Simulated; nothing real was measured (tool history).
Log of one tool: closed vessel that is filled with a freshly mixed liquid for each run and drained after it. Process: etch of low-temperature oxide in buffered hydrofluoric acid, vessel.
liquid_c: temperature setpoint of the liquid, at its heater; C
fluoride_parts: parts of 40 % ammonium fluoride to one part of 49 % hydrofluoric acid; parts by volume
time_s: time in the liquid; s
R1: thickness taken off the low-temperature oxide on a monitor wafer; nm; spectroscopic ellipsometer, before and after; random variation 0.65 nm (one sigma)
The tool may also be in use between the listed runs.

{"run": 1, "hour": 0.0, "liquid_c": 21.0, "fluoride_parts": 11, "time_s": 30, "R1": 64.01}
{"run": 2, "hour": 8.1, "liquid_c": 21.0, "fluoride_parts": 9, "time_s": 30, "R1": 75.628}
{"run": 3, "hour": 14.1, "liquid_c": 18.5, "fluoride_parts": 9, "time_s": 30, "R1": 65.775}
{"run": 4, "hour": 20.6, "liquid_c": 17.0, "fluoride_parts": 9, "time_s": 30, "R1": 59.949}
{"run": 5, "hour": 22.5, "liquid_c": 17.0, "fluoride_parts": 9, "time_s": 30, "R1": 59.817}
{"run": 6, "hour": 25.8, "liquid_c": 19.0, "fluoride_parts": 9, "time_s": 30, "R1": 67.146}

Forecast run 7:
{"run": 7, "hour": 32.4, "liquid_c": 20.5, "fluoride_parts": 9, "time_s": 30, "R1": "?"}

Run 7 gave R1 73.670 nm.
